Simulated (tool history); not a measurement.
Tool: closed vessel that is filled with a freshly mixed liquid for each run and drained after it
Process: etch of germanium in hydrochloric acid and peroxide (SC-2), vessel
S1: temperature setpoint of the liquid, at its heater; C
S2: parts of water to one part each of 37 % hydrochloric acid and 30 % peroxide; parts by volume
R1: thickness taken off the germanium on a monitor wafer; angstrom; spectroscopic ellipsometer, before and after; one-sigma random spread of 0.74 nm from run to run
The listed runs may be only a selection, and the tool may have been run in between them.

{"run": 1, "hour": 0.0, "S1": 62.0, "S2": 10, "time in the liquid (s)": 30, "R1": 714.81}
{"run": 2, "hour": 4.6, "S1": 63.0, "S2": 10, "time in the liquid (s)": 30, "R1": 748.27}
{"run": 3, "hour": 12.1, "S1": 63.5, "S2": 10, "time in the liquid (s)": 30, "R1": 761.67}
{"run": 4, "hour": 17.1, "S1": 64.0, "S2": 10, "time in the liquid (s)": 30, "R1": 759.19}
{"run": 5, "hour": 20.5, "S1": 64.5, "S2": 10, "time in the liquid (s)": 30, "R1": 773.34}
{"run": 6, "hour": 27.5, "S1": 65.0, "S2": 10, "time in the liquid (s)": 30, "R1": 788.11}
{"run": 7, "hour": 31.5, "S1": 65.5, "S2": 10, "time in the liquid (s)": 30, "R1": 793.85}
{"run": 8, "hour": 33.0, "S1": 66.0, "S2": 10, "time in the liquid (s)": 30, "R1": 798.32}

Run 9 has not been measured yet. What should we expect?
{"run": 9, "hour": 35.3, "S1": 66.5, "S2": 10, "time in the liquid (s)": 30, "R1": "?"}

R1: 824.20 angstrom
